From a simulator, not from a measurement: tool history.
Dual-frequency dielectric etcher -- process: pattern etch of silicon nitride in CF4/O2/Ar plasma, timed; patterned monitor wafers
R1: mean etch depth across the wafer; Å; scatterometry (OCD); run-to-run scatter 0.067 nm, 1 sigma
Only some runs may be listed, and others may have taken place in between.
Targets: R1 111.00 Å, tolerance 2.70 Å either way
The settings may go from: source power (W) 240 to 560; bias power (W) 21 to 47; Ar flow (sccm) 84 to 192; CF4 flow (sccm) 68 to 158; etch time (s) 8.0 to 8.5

{"run": 1, "day": 0.0, "source power (W)": 400, "bias power (W)": 34, "Ar flow (sccm)": 138, "CF4 flow (sccm)": 113, "etch time (s)": 8.5, "R1": 134.42}
{"run": 2, "day": 0.258, "source power (W)": 400, "bias power (W)": 34, "Ar flow (sccm)": 115, "CF4 flow (sccm)": 113, "etch time (s)": 8.5, "R1": 136.4}
{"run": 3, "day": 0.45, "source power (W)": 370, "bias power (W)": 34, "Ar flow (sccm)": 115, "CF4 flow (sccm)": 113, "etch time (s)": 8.5, "R1": 129.32}
{"run": 4, "day": 0.592, "source power (W)": 370, "bias power (W)": 34, "Ar flow (sccm)": 102, "CF4 flow (sccm)": 113, "etch time (s)": 8.5, "R1": 132.05}
{"run": 5, "day": 0.967, "source power (W)": 370, "bias power (W)": 34, "Ar flow (sccm)": 102, "CF4 flow (sccm)": 100, "etch time (s)": 8.5, "R1": 128.1}
{"run": 6, "day": 1.004, "source power (W)": 350, "bias power (W)": 34, "Ar flow (sccm)": 102, "CF4 flow (sccm)": 100, "etch time (s)": 8.5, "R1": 122.33}
{"run": 7, "day": 1.171, "source power (W)": 340, "bias power (W)": 34, "Ar flow (sccm)": 102, "CF4 flow (sccm)": 100, "etch time (s)": 8.5, "R1": 120.79}
{"day": 1.246, "done": "Ar flow controller replaced"}
{"run": 8, "day": 1.246, "source power (W)": 330, "bias power (W)": 34, "Ar flow (sccm)": 102, "CF4 flow (sccm)": 100, "etch time (s)": 8.5, "R1": 116.98}

4 candidate next runs follow, results not yet known. Just one meets every target within its allowed miss. Identify it.
{"run": "A", "day": 1.321, "source power (W)": 350, "bias power (W)": 42, "Ar flow (sccm)": 121, "CF4 flow (sccm)": 120, "etch time (s)": 8.0, "R1": "?"}
{"run": "B", "day": 1.321, "source power (W)": 290, "bias power (W)": 37, "Ar flow (sccm)": 113, "CF4 flow (sccm)": 110, "etch time (s)": 8.5, "R1": "?"}
{"run": "C", "day": 1.321, "source power (W)": 340, "bias power (W)": 35, "Ar flow (sccm)": 107, "CF4 flow (sccm)": 102, "etch time (s)": 8.5, "R1": "?"}
{"run": "D", "day": 1.321, "source power (W)": 330, "bias power (W)": 33, "Ar flow (sccm)": 84, "CF4 flow (sccm)": 123, "etch time (s)": 8.5, "R1": "?"}

move=A R1=127.91
move=B R1=111.42
move=C R1=122.23
move=D R1=121.45
A: its largest miss is bigger than the last run's
B: every result within its allowed miss
C: its largest miss is bigger than the last run's
D: its largest miss is bigger than the last run's
So the answer is move B, the one that meets all the targets.
